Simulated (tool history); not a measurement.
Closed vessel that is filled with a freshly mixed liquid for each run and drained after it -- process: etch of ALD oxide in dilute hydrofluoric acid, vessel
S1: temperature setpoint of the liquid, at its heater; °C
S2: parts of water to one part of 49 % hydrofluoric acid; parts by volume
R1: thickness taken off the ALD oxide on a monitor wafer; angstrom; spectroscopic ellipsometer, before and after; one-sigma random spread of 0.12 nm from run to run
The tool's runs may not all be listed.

{"run": 1, "hour": 0.0, "S1": 23.0, "S2": 70, "time in the liquid (s)": 85, "R1": 215.58}
{"run": 2, "hour": 0.9, "S1": 22.5, "S2": 70, "time in the liquid (s)": 85, "R1": 210.7}
{"run": 3, "hour": 2.6, "S1": 22.0, "S2": 70, "time in the liquid (s)": 85, "R1": 204.9}
{"run": 4, "hour": 10.4, "S1": 24.0, "S2": 70, "time in the liquid (s)": 85, "R1": 221.63}
{"run": 5, "hour": 19.3, "S1": 23.0, "S2": 70, "time in the liquid (s)": 85, "R1": 211.09}
{"run": 6, "hour": 22.1, "S1": 23.0, "S2": 95, "time in the liquid (s)": 85, "R1": 151.97}
{"run": 7, "hour": 23.9, "S1": 23.5, "S2": 95, "time in the liquid (s)": 85, "R1": 153.62}
{"run": 8, "hour": 32.7, "S1": 24.0, "S2": 95, "time in the liquid (s)": 85, "R1": 157.54}

For run 9, what comes out?
{"run": 9, "hour": 37.9, "S1": 24.5, "S2": 95, "time in the liquid (s)": 85, "R1": "?"}

Logged for run 9: R1 161.79 angstrom.
